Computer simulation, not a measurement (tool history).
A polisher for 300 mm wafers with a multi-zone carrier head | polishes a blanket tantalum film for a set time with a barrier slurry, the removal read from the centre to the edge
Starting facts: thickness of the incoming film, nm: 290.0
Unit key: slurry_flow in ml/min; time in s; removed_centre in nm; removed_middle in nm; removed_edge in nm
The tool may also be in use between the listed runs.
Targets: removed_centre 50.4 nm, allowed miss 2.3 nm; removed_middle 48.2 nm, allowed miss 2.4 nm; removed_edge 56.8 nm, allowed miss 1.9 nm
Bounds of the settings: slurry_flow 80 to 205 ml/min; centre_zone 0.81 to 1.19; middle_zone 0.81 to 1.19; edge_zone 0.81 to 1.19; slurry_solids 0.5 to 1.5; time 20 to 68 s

| run | hour | slurry_flow | centre_zone | middle_zone | edge_zone | slurry_solids | time | removed_centre | removed_middle | removed_edge |
|---|---|---|---|---|---|---|---|---|---|---|
| 1 | 0 | 135 | 1 | 1 | 1 | 1 | 44 | 111.32 | 104.44 | 115.69 |
| 2 | 6.2 | 135 | 1 | 1 | 1 | 1 | 40 | 103.23 | 96.105 | 105.59 |
| 3 | 8.5 | 150 | 1 | 1 | 1 | 1 | 40 | 103.68 | 98.441 | 105.12 |
| 4 | 16.8 | 145 | 0.98 | 0.98 | 0.99 | 0.95 | 37 | 90.678 | 87.556 | 94.06 |
| 5 | 22 | 140 | 0.97 | 0.96 | 0.98 | 0.9 | 36 | 86.365 | 80.42 | 90.015 |
| 6 | 23.5 | 140 | 0.95 | 0.95 | 0.97 | 0.85 | 35 | 79.507 | 74.696 | 83.161 |
| 7 | 26.3 | 135 | 0.93 | 0.94 | 0.96 | 0.8 | 34 | 73.416 | 69.287 | 78.529 |
|  | 33 | edge zone pressure recalibrated |
| 8 | 33 | 135 | 0.92 | 0.93 | 0.95 | 0.75 | 34 | 68.84 | 67.665 | 69.432 |
| 9 | 41.3 | 100 | 0.88 | 0.83 | 1.05 | 0.6 | 27 | 42.065 | 38.882 | 46.18 |

Next run, 4 choices. One meets every target within its allowed miss, the rest don't. Which?
| A | 49.6 | 120 | 1.02 | 1.03 | 0.81 | 0.5 | 28 | ? | ? | ? |
| B | 49.6 | 90 | 0.86 | 1.02 | 0.92 | 0.55 | 28 | ? | ? | ? |
| C | 49.6 | 95 | 0.9 | 0.9 | 1.05 | 0.6 | 37 | ? | ? | ? |
| D | 49.6 | 100 | 0.88 | 0.85 | 1.06 | 0.6 | 33 | ? | ? | ? |

| move | removed_centre | removed_middle | removed_edge |
|---|---|---|---|
| A | 37.534 | 36.207 | 33.635 |
| B | 36.242 | 39.788 | 40.025 |
| C | 55.864 | 54.922 | 63.371 |
| D | 49.547 | 47.847 | 57.193 |
A: misses by more than the last run did
B: misses by more than the last run did
C: takes the biggest miss from the last run beyond its target
D: all results in spec
So the answer is move D, the one that meets all the targets.

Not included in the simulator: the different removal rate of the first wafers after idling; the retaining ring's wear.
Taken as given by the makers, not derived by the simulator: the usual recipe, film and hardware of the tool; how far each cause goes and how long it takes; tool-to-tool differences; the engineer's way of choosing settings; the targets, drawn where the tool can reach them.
